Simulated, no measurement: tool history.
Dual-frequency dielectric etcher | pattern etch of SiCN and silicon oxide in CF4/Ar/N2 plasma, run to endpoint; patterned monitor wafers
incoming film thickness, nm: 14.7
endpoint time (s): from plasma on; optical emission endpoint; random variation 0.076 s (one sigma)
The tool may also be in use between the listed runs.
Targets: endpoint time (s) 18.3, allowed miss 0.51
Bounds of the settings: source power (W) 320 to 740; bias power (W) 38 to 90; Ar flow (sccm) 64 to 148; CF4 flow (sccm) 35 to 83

run 1 hour=0 | source_power_(W)=530 bias_power_(W)=64 Ar_flow_(sccm)=106 CF4_flow_(sccm)=59 | endpoint_time_(s)=15.634
run 2 hour=8.8 | source_power_(W)=510 bias_power_(W)=64 Ar_flow_(sccm)=106 CF4_flow_(sccm)=59 | endpoint_time_(s)=16.145
run 3 hour=14.2 | source_power_(W)=500 bias_power_(W)=64 Ar_flow_(sccm)=106 CF4_flow_(sccm)=59 | endpoint_time_(s)=16.485
run 4 hour=19.8 | source_power_(W)=490 bias_power_(W)=64 Ar_flow_(sccm)=106 CF4_flow_(sccm)=59 | endpoint_time_(s)=16.723
run 5 hour=28.3 | source_power_(W)=490 bias_power_(W)=68 Ar_flow_(sccm)=106 CF4_flow_(sccm)=59 | endpoint_time_(s)=16.55
run 6 hour=30.8 | source_power_(W)=490 bias_power_(W)=68 Ar_flow_(sccm)=106 CF4_flow_(sccm)=53 | endpoint_time_(s)=16.921
run 7 hour=33.9 | source_power_(W)=490 bias_power_(W)=68 Ar_flow_(sccm)=106 CF4_flow_(sccm)=53 | endpoint_time_(s)=16.95
run 8 hour=40.9 | source_power_(W)=480 bias_power_(W)=68 Ar_flow_(sccm)=106 CF4_flow_(sccm)=53 | endpoint_time_(s)=17.125
run 9 hour=48.2 | source_power_(W)=470 bias_power_(W)=68 Ar_flow_(sccm)=106 CF4_flow_(sccm)=53 | endpoint_time_(s)=17.556

Which of these 5 next moves meets every target?
run A hour=55.5 | source_power_(W)=470 bias_power_(W)=73 Ar_flow_(sccm)=122 CF4_flow_(sccm)=47 | endpoint_time_(s)=?
run B hour=55.5 | source_power_(W)=380 bias_power_(W)=81 Ar_flow_(sccm)=82 CF4_flow_(sccm)=55 | endpoint_time_(s)=?
run C hour=55.5 | source_power_(W)=430 bias_power_(W)=74 Ar_flow_(sccm)=81 CF4_flow_(sccm)=62 | endpoint_time_(s)=?
run D hour=55.5 | source_power_(W)=510 bias_power_(W)=60 Ar_flow_(sccm)=106 CF4_flow_(sccm)=57 | endpoint_time_(s)=?
run E hour=55.5 | source_power_(W)=420 bias_power_(W)=65 Ar_flow_(sccm)=104 CF4_flow_(sccm)=53 | endpoint_time_(s)=?

move=A endpoint_time_(s)=18.242
move=B endpoint_time_(s)=19.282
move=C endpoint_time_(s)=17.045
move=D endpoint_time_(s)=16.528
move=E endpoint_time_(s)=19.813
A: meets every target
B: takes the result that was furthest off past its target
C: further off than the last run
D: further off than the last run
E: takes the result that was furthest off past its target
Answer: A

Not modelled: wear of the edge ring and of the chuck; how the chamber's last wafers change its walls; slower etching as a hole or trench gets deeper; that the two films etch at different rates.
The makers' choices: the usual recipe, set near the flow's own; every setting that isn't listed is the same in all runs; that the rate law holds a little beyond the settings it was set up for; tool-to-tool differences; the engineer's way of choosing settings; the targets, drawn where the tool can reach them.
